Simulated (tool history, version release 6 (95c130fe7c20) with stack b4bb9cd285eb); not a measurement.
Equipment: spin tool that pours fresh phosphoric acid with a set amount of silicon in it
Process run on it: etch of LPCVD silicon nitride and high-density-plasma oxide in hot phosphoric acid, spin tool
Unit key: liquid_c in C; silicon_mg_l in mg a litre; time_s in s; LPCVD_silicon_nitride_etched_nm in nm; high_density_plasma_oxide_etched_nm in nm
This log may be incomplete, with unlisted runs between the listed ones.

run  hour  liquid_c  silicon_mg_l  time_s  LPCVD_silicon_nitride_etched_nm  high_density_plasma_oxide_etched_nm
  1     0       162            18     180                           17.217                              0.60327
  2   1.9       163            17     195                           19.626                              0.70956
  3   6.1       163          13.5     195                           19.406                              0.67142
  4  11.7       164            10     205                           21.014                              0.84374
  5  14.8       164            10     280                           28.661                               1.2348
  6  20.2       164          20.5     280                           28.809                               1.0451
  7  24.8     163.5            16     275                           27.521                               1.0595
  8  30.9       163            13     275                           27.102                               1.0374

Run 9 comes next. What will it give?
  9  36.2       163           9.5     270                                ?                                    ?

LPCVD_silicon_nitride_etched_nm: 26.658 nm
high_density_plasma_oxide_etched_nm: 1.1828 nm
